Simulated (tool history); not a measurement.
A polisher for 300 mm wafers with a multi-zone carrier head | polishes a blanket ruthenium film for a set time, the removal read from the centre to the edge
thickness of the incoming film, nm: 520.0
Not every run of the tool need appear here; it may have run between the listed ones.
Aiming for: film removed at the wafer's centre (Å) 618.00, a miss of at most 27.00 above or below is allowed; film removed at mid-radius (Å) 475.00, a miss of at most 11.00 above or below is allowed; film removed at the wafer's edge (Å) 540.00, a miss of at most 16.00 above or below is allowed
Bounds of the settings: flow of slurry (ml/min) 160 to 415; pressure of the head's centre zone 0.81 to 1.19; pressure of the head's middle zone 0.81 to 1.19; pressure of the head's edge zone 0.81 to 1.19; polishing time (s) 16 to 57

run  hour  flow of slurry (ml/min)  pressure of the head's centre zone  pressure of the head's middle zone  pressure of the head's edge zone  polishing time (s)  film removed at the wafer's centre (Å)  film removed at mid-radius (Å)  film removed at the wafer's edge (Å)
  1   0.0                      265                                1.00                                1.00                              1.00                  36                                  482.67                          482.51                                503.27
  2   0.6                      265                                1.00                                1.00                              0.93                  36                                  509.52                          489.60                                484.09
  3   3.1                      275                                1.04                                0.98                              0.95                  36                                  518.10                          477.54                                492.62
  4   3.6                      285                                1.08                                0.97                              0.96                  36                                  543.73                          476.63                                491.17
  5   6.3                      335                                1.08                                0.97                              0.96                  36                                  550.14                          482.31                                491.80
  6   9.5                      335                                1.01                                0.97                              0.96                  36                                  519.22                          482.58                                497.71
  7  17.0                      340                                1.04                                0.95                              0.97                  37                                  538.08                          483.04                                507.97
  8  23.2                      340                                1.07                                0.94                              0.98                  37                                  556.08                          479.33                                512.77
  9  24.8                      340                                1.09                                0.93                              0.99                  37                                  564.32                          477.00                                514.37
 10  29.9                      340                                1.11                                0.92                              1.00                  37                                  586.32                          473.72                                510.60
 11  35.1                      340                                1.12                                0.91                              1.02                  37                                  581.47                          470.88                                523.10
 12  42.9                      340                                1.13                                0.91                              1.03                  37                                  580.18                          470.99                                528.92

Pick the move, out of 4, that brings all results within their allowed miss; only one does.
  A  50.7                      325                                1.19                                0.85                              0.95                  40                                       ?                               ?                                     ?
  B  50.7                      315                                1.17                                0.82                              0.90                  41                                       ?                               ?                                     ?
  C  50.7                      315                                1.15                                0.89                              1.03                  38                                       ?                               ?                                     ?
  D  50.7                      305                                1.08                                0.88                              1.02                  41                                       ?                               ?                                     ?

move  film removed at the wafer's centre (Å)  film removed at mid-radius (Å)  film removed at the wafer's edge (Å)
   A                                  669.33                          478.41                                539.84
   B                                  672.62                          475.16                                538.89
   C                                  612.98                          471.04                                531.95
   D                                  619.16                          502.49                                570.25
A: takes the result that was furthest off past its target
B: takes the result that was furthest off past its target
C: each result inside its tolerance
D: gets the furthest-off result to its target, but another result is out of tolerance
Go with C: it meets all targets.
